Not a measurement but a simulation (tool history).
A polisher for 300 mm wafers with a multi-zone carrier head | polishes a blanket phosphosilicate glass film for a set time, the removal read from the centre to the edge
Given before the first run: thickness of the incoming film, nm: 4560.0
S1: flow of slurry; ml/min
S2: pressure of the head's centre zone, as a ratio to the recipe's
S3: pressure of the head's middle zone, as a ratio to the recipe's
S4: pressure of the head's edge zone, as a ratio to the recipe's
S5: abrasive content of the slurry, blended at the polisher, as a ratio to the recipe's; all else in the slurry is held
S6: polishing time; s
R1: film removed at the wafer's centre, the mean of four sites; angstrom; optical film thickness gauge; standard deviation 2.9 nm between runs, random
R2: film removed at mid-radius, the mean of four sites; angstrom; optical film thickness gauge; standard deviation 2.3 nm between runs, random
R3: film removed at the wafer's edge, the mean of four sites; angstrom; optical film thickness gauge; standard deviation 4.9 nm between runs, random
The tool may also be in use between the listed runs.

run    day   S1    S2    S3    S4    S5  S6      R1      R2      R3
  1  0.000  170  1.00  1.00  1.00  1.00  40  3312.8  3322.4  3246.3
  2  0.083  180  1.00  0.98  1.05  1.05  40  3373.2  3348.4  3404.1
  3  0.296  185  1.00  0.96  1.09  1.10  40  3429.9  3309.2  3522.7
  4  0.479  190  1.00  0.95  1.12  1.15  40  3462.4  3348.1  3593.5
  5  0.608  190  1.00  0.95  1.04  1.15  40  3470.3  3380.6  3563.6
  6  0.750  190  1.00  0.95  1.04  1.25  40  3626.6  3489.1  3608.7
  7  0.862  190  0.99  0.93  1.07  1.30  40  3588.5  3412.8  3669.8

What does the tool deliver on the next run?
  8  0.979  190  0.99  0.92  1.09  1.35  40   ?   ?   ?

R1: 3623.6 angstrom
R2: 3432.9 angstrom
R3: 3675.3 angstrom
